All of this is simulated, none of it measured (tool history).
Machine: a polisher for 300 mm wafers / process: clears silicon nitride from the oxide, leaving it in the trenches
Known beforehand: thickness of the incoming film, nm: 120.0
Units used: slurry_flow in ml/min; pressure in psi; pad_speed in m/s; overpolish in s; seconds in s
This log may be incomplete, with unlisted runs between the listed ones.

Run 1, hour 0: slurry_flow 170 ml/min, pressure 3 psi, pad_speed 1.18 m/s, overpolish 36 s. Result: seconds 95.138 s.
Run 2, hour 7.6: slurry_flow 165 ml/min, pressure 2.5 psi, pad_speed 1.06 m/s, overpolish 36 s. Result: seconds 118.52 s.
Run 3, hour 10.7: slurry_flow 160 ml/min, pressure 2.1 psi, pad_speed 0.92 m/s, overpolish 36 s. Result: seconds 154.9 s.
Run 4, hour 11.5: slurry_flow 175 ml/min, pressure 2.1 psi, pad_speed 0.92 m/s, overpolish 36 s. Result: seconds 150.36 s.
Run 5, hour 17.1: slurry_flow 165 ml/min, pressure 1.9 psi, pad_speed 0.86 m/s, overpolish 36 s. Result: seconds 174.11 s.
Run 6, hour 18.9: slurry_flow 165 ml/min, pressure 1.9 psi, pad_speed 0.7 m/s, overpolish 36 s. Result: seconds 207.6 s.
Run 7, hour 19.4: slurry_flow 160 ml/min, pressure 1.9 psi, pad_speed 0.7 m/s, overpolish 36 s. Result: seconds 209.35 s.
Run 8, hour 20.8: slurry_flow 160 ml/min, pressure 1.9 psi, pad_speed 0.7 m/s, overpolish 36 s. Result: seconds 212.23 s.
Run 9, hour 22.8: slurry_flow 160 ml/min, pressure 1.9 psi, pad_speed 0.7 m/s, overpolish 36 s. Result: seconds 213.25 s.

What will run 10 give?
Run 10, hour 28.7: slurry_flow 155 ml/min, pressure 1.9 psi, pad_speed 0.7 m/s, overpolish 36 s. Result: seconds ?.

seconds: 207.42 s
